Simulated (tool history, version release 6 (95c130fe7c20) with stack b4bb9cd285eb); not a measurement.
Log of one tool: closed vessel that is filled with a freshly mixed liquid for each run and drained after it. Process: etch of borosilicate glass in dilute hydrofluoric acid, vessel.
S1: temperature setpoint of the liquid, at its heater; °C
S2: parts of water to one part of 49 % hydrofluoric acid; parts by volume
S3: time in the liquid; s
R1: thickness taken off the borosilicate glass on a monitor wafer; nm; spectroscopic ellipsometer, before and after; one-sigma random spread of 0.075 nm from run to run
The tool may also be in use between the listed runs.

run,hour,S1,S2,S3,R1
1,0.0,25.0,215,30,3.8158
2,4.7,25.0,215,30,3.8060
3,5.8,25.0,215,30,3.8134
4,14.5,26.5,190,30,4.7030
5,15.6,26.5,235,30,3.5952
6,22.9,27.5,210,30,4.3411
7,29.7,28.5,190,30,5.0462

Forecast run 8:
8,36.2,29.5,170,30,?

Run 8 measured R1 5.9547 nm.
